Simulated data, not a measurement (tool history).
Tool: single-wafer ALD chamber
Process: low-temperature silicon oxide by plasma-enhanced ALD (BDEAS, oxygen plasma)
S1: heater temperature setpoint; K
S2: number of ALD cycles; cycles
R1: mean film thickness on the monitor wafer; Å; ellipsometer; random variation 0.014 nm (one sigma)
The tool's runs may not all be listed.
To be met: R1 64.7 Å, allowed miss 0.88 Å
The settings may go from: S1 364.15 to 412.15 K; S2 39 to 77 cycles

| run | day | S1 | S2 | R1 |
|---|---|---|---|---|
| 1 | 0 | 388.15 | 58 | 74.998 |
| 2 | 0.162 | 388.15 | 66 | 85.377 |
| 3 | 0.312 | 378.15 | 66 | 87.019 |
| 4 | 0.392 | 378.15 | 62 | 81.651 |
| 5 | 0.646 | 378.15 | 58 | 76.557 |
| 6 | 0.692 | 382.15 | 56 | 73.363 |
| 7 | 0.942 | 385.15 | 54 | 70.316 |
| 8 | 1.2 | 396.15 | 50 | 63.793 |
| 9 | 1.358 | 395.15 | 50 | 63.95 |

5 next moves are on the table. One of them brings every result within its allowed miss. Which?
| A | 1.517 | 395.15 | 49 | ? |
| B | 1.517 | 407.15 | 52 | ? |
| C | 1.517 | 394.15 | 49 | ? |
| D | 1.517 | 390.15 | 48 | ? |
| E | 1.517 | 401.15 | 49 | ? |

| move | R1 |
|---|---|
| A | 62.533 |
| B | 64.652 |
| C | 62.668 |
| D | 61.915 |
| E | 61.728 |
A: further off than the last run
B: meets every target
C: further off than the last run
D: further off than the last run
E: further off than the last run
Answer: B
